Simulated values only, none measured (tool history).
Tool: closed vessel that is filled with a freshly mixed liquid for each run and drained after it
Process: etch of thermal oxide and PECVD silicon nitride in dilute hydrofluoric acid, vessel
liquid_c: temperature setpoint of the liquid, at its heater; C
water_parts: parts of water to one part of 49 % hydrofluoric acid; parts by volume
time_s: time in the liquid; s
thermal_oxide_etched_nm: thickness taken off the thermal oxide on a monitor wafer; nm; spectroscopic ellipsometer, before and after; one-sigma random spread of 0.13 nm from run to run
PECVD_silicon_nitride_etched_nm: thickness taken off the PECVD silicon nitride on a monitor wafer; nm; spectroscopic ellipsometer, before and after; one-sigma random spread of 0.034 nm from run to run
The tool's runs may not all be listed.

| run | hour | liquid_c | water_parts | time_s | thermal_oxide_etched_nm | PECVD_silicon_nitride_etched_nm |
|---|---|---|---|---|---|---|
| 1 | 0.0 | 24.0 | 65 | 495 | 34.237 | 17.602 |
| 2 | 6.8 | 24.0 | 45 | 495 | 51.012 | 25.168 |
| 3 | 15.4 | 24.0 | 55 | 495 | 41.146 | 20.951 |
| 4 | 23.6 | 27.5 | 55 | 495 | 47.274 | 26.293 |
| 5 | 28.6 | 27.5 | 45 | 495 | 58.607 | 31.863 |
| 6 | 30.1 | 24.0 | 45 | 495 | 51.047 | 25.244 |
| 7 | 32.3 | 22.5 | 60 | 500 | 35.831 | 17.289 |
|  | 37.7 | thermometer replaced |
| 8 | 37.7 | 22.0 | 75 | 505 | 29.401 | 15.034 |

Run 9, settings as shown, results not yet in. Your forecast:
| 9 | 46.4 | 20.5 | 85 | 505 | ? | ? |

thermal_oxide_etched_nm: 24.222 nm
PECVD_silicon_nitride_etched_nm: 12.031 nm
